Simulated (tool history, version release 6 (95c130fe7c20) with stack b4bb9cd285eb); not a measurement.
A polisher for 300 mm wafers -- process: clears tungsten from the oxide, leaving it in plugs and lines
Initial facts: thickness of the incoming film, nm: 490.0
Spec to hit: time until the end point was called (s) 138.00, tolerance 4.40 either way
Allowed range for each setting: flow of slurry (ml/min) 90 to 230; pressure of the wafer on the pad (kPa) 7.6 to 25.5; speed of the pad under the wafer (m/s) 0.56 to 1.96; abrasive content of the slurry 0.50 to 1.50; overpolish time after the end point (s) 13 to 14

run  hour  flow of slurry (ml/min)  pressure of the wafer on the pad (kPa)  speed of the pad under the wafer (m/s)  abrasive content of the slurry  overpolish time after the end point (s)  time until the end point was called (s)
  1   0.0                      150                                    16.5                                    1.26                            1.00                                       13                                   109.58
  2   1.1                      150                                    15.9                                    1.26                            1.00                                       13                                   114.92
  3   7.6                      135                                    15.9                                    1.26                            1.00                                       13                                   113.99
  4  14.7                      135                                    15.9                                    1.26                            0.80                                       13                                   119.16
  5  17.8                      135                                    14.5                                    1.26                            0.80                                       13                                   129.40
  6  22.2                      135                                    11.0                                    1.26                            0.80                                       13                                   173.37
  7  29.6                      135                                    11.7                                    1.26                            0.80                                       13                                   160.87
  8  36.6                      135                                    13.1                                    1.26                            0.80                                       13                                   142.67

Next run, 5 choices. One meets every target within its allowed miss, the rest don't. Which?
  A  43.6                      125                                    13.1                                    1.24                            0.80                                       13                                        ?
  B  43.6                       90                                    15.9                                    1.02                            1.05                                       14                                        ?
  C  43.6                      135                                    13.1                                    1.22                            0.75                                       14                                        ?
  D  43.6                      125                                    10.3                                    1.52                            0.80                                       13                                        ?
  E  43.6                      130                                    15.2                                    1.16                            0.80                                       13                                        ?

move  time until the end point was called (s)
   A                                   149.57
   B                                   149.34
   C                                   152.24
   D                                   153.88
   E                                   137.73
A: its largest miss is bigger than the last run's
B: its largest miss is bigger than the last run's
C: its largest miss is bigger than the last run's
D: its largest miss is bigger than the last run's
E: each result inside its tolerance
The move that meets every target is E.

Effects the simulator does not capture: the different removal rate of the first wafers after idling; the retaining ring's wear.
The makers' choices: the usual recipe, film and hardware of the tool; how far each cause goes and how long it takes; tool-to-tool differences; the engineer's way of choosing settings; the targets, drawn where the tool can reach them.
